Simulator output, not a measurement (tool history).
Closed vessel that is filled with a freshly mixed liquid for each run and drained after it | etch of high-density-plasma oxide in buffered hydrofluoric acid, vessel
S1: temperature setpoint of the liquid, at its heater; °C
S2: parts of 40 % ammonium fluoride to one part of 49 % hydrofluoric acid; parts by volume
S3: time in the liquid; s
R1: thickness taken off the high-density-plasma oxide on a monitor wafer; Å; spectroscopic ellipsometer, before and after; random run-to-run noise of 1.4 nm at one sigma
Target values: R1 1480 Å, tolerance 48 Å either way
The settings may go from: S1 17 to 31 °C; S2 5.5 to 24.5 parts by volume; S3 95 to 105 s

run 1 hour=0 | S1=23 S2=15 S3=95 | R1=1029.4
run 2 hour=4.7 | S1=23 S2=15 S3=95 | R1=1021.5
run 3 hour=7 | S1=24.5 S2=15 S3=95 | R1=1083.3
run 4 hour=10.6 | S1=26 S2=14.5 S3=95 | R1=1240.4
run 5 hour=16.1 | S1=26 S2=14.5 S3=105 | R1=1381.4
run 6 hour=21.4 | S1=26 S2=16 S3=105 | R1=1248.8
run 7 hour=26.1 | S1=27 S2=16 S3=105 | R1=1340.6
run 8 hour=27.1 | S1=27 S2=16 S3=105 | R1=1333.5
run 9 hour=29 | S1=27.5 S2=16 S3=105 | R1=1366.5

5 next moves are on the table. One of them brings every result within its allowed miss. Which?
run A hour=30.9 | S1=24 S2=13 S3=105 | R1=?
run B hour=30.9 | S1=27.5 S2=13 S3=95 | R1=?
run C hour=30.9 | S1=27 S2=15.5 S3=100 | R1=?
run D hour=30.9 | S1=27.5 S2=18 S3=105 | R1=?
run E hour=30.9 | S1=27 S2=15.5 S3=95 | R1=?

move=A R1=1373.4
move=B R1=1500.9
move=C R1=1294.6
move=D R1=1205.3
move=E R1=1229.9
A: better than the last run, though not everything is in spec
B: all results land within tolerance of their targets
C: moves away from the targets compared with the last run
D: moves away from the targets compared with the last run
E: moves away from the targets compared with the last run
B is the move that brings every result within its allowed miss.
